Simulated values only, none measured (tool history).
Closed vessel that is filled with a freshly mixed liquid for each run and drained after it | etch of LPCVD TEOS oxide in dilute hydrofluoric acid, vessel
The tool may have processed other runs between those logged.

run,hour,temperature setpoint of the liquid (°C),parts of water to one part of 49 % hydrofluoric acid (parts by volume),time in the liquid (s),thickness taken off the LPCVD TEOS oxide on a monitor wafer (nm)
1,0.0,22.0,85,30,12.800
2,6.9,22.5,85,30,12.935
3,16.0,23.0,85,30,13.247
4,23.8,23.0,60,30,19.414
5,29.2,23.0,60,30,19.507
6,37.4,23.0,60,30,19.595
7,42.2,21.0,60,30,18.034
8,47.0,20.0,60,30,17.387

Run 9, settings as shown, results not yet in. Your forecast:
9,55.3,19.0,65,30,?

Logged for run 9: thickness taken off the LPCVD TEOS oxide on a monitor wafer (nm) 15.191.

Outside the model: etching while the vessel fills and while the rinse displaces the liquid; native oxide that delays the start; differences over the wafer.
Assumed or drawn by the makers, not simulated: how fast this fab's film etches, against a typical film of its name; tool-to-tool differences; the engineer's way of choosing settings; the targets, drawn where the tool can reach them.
